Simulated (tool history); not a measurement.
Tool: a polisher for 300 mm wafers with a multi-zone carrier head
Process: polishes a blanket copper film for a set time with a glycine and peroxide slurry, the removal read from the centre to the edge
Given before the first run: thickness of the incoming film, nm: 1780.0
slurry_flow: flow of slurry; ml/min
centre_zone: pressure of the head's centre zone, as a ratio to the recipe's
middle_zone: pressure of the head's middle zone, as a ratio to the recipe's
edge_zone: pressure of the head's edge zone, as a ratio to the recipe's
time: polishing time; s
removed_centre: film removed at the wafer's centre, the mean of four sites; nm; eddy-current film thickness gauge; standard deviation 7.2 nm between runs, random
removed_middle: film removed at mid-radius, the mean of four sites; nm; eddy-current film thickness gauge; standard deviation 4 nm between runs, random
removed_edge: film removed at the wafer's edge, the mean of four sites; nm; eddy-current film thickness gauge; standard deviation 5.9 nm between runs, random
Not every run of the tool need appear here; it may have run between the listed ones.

run 1 day=0.000 | slurry_flow=170 centre_zone=1.00 middle_zone=1.00 edge_zone=1.00 time=83 | removed_centre=421.19 removed_middle=416.20 removed_edge=417.56
run 2 day=0.362 | slurry_flow=170 centre_zone=1.00 middle_zone=0.95 edge_zone=1.00 time=83 | removed_centre=423.03 removed_middle=403.69 removed_edge=416.43
run 3 day=0.417 | slurry_flow=170 centre_zone=1.00 middle_zone=0.88 edge_zone=1.00 time=83 | removed_centre=424.88 removed_middle=378.98 removed_edge=417.34
run 4 day=0.654 | slurry_flow=170 centre_zone=1.00 middle_zone=0.93 edge_zone=1.00 time=83 | removed_centre=417.33 removed_middle=394.30 removed_edge=422.59
run 5 day=0.896 | slurry_flow=170 centre_zone=0.97 middle_zone=0.93 edge_zone=1.00 time=83 | removed_centre=404.86 removed_middle=392.38 removed_edge=424.30
run 6 day=1.204 | slurry_flow=170 centre_zone=0.97 middle_zone=0.93 edge_zone=1.00 time=99 | removed_centre=481.08 removed_middle=472.74 removed_edge=507.82
run 7 day=1.408 | slurry_flow=170 centre_zone=0.97 middle_zone=0.92 edge_zone=1.01 time=99 | removed_centre=479.69 removed_middle=467.11 removed_edge=489.36

Run 8 comes next. What will it give?
run 8 day=1.521 | slurry_flow=120 centre_zone=0.91 middle_zone=0.82 edge_zone=1.11 time=116 | removed_centre=? removed_middle=? removed_edge=?

{"run 8": {"removed_centre": 506.05, "removed_middle": 483.93, "removed_edge": 591.68}}
